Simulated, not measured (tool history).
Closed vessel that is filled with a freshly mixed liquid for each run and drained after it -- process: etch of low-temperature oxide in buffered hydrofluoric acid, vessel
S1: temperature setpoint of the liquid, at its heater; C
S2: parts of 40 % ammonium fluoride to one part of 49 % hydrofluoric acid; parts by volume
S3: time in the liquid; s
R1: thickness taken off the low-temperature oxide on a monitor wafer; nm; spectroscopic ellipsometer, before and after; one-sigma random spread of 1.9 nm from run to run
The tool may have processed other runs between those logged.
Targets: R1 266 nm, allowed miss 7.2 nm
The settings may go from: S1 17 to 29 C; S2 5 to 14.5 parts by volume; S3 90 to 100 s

run  hour    S1    S2  S3      R1
  1     0    21     9  90   465.2
  2   5.4    20    10  90   408.2
  3  14.1    20     8  90   494.1
  4  14.6    23     8  90  585.12
  5  19.9  26.5     8  90   703.8
  6  21.1    29     8  90  806.72
  7  27.2    29     8  90   809.3
  8    28  25.5   9.5  90  571.37
  9  29.8    23  10.5  90  461.35
 10    38    21  11.5  90  372.36
 11  43.6    20    12  90  339.19
 12  49.7    19  12.5  90  309.08
 13  50.5  18.5  12.5  90  303.82
 14  55.8    18  12.5  90   291.7
 15    64  17.5  12.5  90  283.94

Which single option among these 5 for the next run brings every result within its allowed miss of target? Just one does.
  A  72.2  17.5  11.5  95   ?
  B  72.2  17.5  13.5  90   ?
  C  72.2    20    13  90   ?
  D  72.2    18  12.5  95   ?
  E  72.2    19  12.5  90   ?

move      R1
   A  324.05
   B  262.36
   C  313.57
   D  307.27
   E  308.05
A: its largest miss is bigger than the last run's
B: each result inside its tolerance
C: its largest miss is bigger than the last run's
D: its largest miss is bigger than the last run's
E: its largest miss is bigger than the last run's
The move that meets every target is B.
